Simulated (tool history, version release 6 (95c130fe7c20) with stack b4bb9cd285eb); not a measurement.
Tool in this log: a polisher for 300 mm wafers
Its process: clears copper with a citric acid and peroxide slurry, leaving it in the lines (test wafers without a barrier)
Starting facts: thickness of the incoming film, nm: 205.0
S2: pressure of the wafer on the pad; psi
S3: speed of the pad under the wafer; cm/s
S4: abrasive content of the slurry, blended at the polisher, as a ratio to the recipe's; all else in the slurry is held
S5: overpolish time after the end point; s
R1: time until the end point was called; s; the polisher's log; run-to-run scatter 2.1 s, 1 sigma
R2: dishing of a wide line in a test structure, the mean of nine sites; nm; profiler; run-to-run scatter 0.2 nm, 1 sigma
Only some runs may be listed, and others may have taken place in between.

{"run": 1, "hour": 0.0, "flow of slurry (ml/min)": 315, "S2": 2.3, "S3": 92, "S4": 1, "S5": 28, "R1": 112.34, "R2": 36.793}
{"run": 2, "hour": 1.3, "flow of slurry (ml/min)": 315, "S2": 2.1, "S3": 92, "S4": 1, "S5": 28, "R1": 117.6, "R2": 33.485}
{"run": 3, "hour": 2.5, "flow of slurry (ml/min)": 315, "S2": 2.5, "S3": 92, "S4": 1, "S5": 28, "R1": 102.56, "R2": 39.326}
{"run": 4, "hour": 4.9, "flow of slurry (ml/min)": 315, "S2": 2.5, "S3": 92, "S4": 1, "S5": 39, "R1": 102.2, "R2": 50.04}
{"run": 5, "hour": 13.4, "flow of slurry (ml/min)": 355, "S2": 2.5, "S3": 92, "S4": 1, "S5": 39, "R1": 100.88, "R2": 51.208}
{"run": 6, "hour": 16.5, "flow of slurry (ml/min)": 300, "S2": 2.5, "S3": 92, "S4": 1, "S5": 39, "R1": 101.18, "R2": 49.836}
{"run": 7, "hour": 21.0, "flow of slurry (ml/min)": 290, "S2": 2.3, "S3": 94, "S4": 1, "S5": 36, "R1": 110.47, "R2": 45.252}
{"run": 8, "hour": 29.0, "flow of slurry (ml/min)": 310, "S2": 2.3, "S3": 88, "S4": 1, "S5": 33, "R1": 114.86, "R2": 41.997}
{"run": 9, "hour": 36.1, "flow of slurry (ml/min)": 330, "S2": 2.2, "S3": 94, "S4": 0.95, "S5": 30, "R1": 112.89, "R2": 38.348}
{"run": 10, "hour": 42.5, "flow of slurry (ml/min)": 315, "S2": 2.1, "S3": 96, "S4": 1, "S5": 28, "R1": 113.36, "R2": 35.783}
{"run": 11, "hour": 48.2, "flow of slurry (ml/min)": 335, "S2": 2, "S3": 94, "S4": 1.05, "S5": 26, "R1": 116.53, "R2": 31.201}
{"run": 12, "hour": 56.6, "flow of slurry (ml/min)": 350, "S2": 1.9, "S3": 94, "S4": 1.1, "S5": 24, "R1": 123.05, "R2": 29.593}
{"run": 13, "hour": 62.8, "flow of slurry (ml/min)": 365, "S2": 1.8, "S3": 94, "S4": 1.15, "S5": 22, "R1": 128.26, "R2": 25.308}
{"run": 14, "hour": 66.8, "flow of slurry (ml/min)": 365, "S2": 1.8, "S3": 94, "S4": 1.15, "S5": 22, "R1": 125.97, "R2": 26.221}
{"run": 15, "hour": 74.5, "flow of slurry (ml/min)": 360, "S2": 1.2, "S3": 114, "S4": 1.1, "S5": 8, "R1": 149.34, "R2": 8.6967}
{"run": 16, "hour": 75.4, "flow of slurry (ml/min)": 365, "S2": 1.2, "S3": 114, "S4": 1.1, "S5": 8, "R1": 149.03, "R2": 8.5582}
{"run": 17, "hour": 77.4, "flow of slurry (ml/min)": 365, "S2": 1.8, "S3": 116, "S4": 1.1, "S5": 11, "R1": 101.62, "R2": 16.355}
{"run": 18, "hour": 83.6, "flow of slurry (ml/min)": 355, "S2": 1.8, "S3": 116, "S4": 1.1, "S5": 11, "R1": 104.7, "R2": 16.766}
{"run": 19, "hour": 91.8, "flow of slurry (ml/min)": 355, "S2": 1.8, "S3": 116, "S4": 1.1, "S5": 11, "R1": 108.57, "R2": 17.078}
{"run": 20, "hour": 94.2, "flow of slurry (ml/min)": 350, "S2": 1.8, "S3": 118, "S4": 1.1, "S5": 11, "R1": 104.39, "R2": 16.514}
{"run": 21, "hour": 101.9, "flow of slurry (ml/min)": 345, "S2": 1.8, "S3": 120, "S4": 1.1, "S5": 11, "R1": 104.78, "R2": 17.175}
{"run": 22, "hour": 104.2, "flow of slurry (ml/min)": 345, "S2": 1.8, "S3": 122, "S4": 1.1, "S5": 11, "R1": 99.011, "R2": 17.556}
{"run": 23, "hour": 108.4, "flow of slurry (ml/min)": 350, "S2": 1.5, "S3": 126, "S4": 1.05, "S5": 10, "R1": 113.7, "R2": 14.475}
{"run": 24, "hour": 111.1, "flow of slurry (ml/min)": 340, "S2": 1.5, "S3": 126, "S4": 1.05, "S5": 10, "R1": 118.93, "R2": 14.303}
{"run": 25, "hour": 119.9, "flow of slurry (ml/min)": 350, "S2": 1.5, "S3": 126, "S4": 1.05, "S5": 10, "R1": 115.58, "R2": 13.457}
{"run": 26, "hour": 127.4, "flow of slurry (ml/min)": 365, "S2": 1.4, "S3": 128, "S4": 1, "S5": 9, "R1": 124.95, "R2": 12.013}
{"run": 27, "hour": 130.3, "flow of slurry (ml/min)": 370, "S2": 1.4, "S3": 128, "S4": 1, "S5": 9, "R1": 122.05, "R2": 12.126}
{"run": 28, "hour": 137.3, "flow of slurry (ml/min)": 375, "S2": 1.4, "S3": 128, "S4": 1, "S5": 9, "R1": 124.73, "R2": 12.174}

Run 29, settings as shown, results not yet in. Your forecast:
{"run": 29, "hour": 141.4, "flow of slurry (ml/min)": 365, "S2": 1.4, "S3": 128, "S4": 1, "S5": 9, "R1": "?", "R2": "?"}

R1: 123.62 s
R2: 11.927 nm
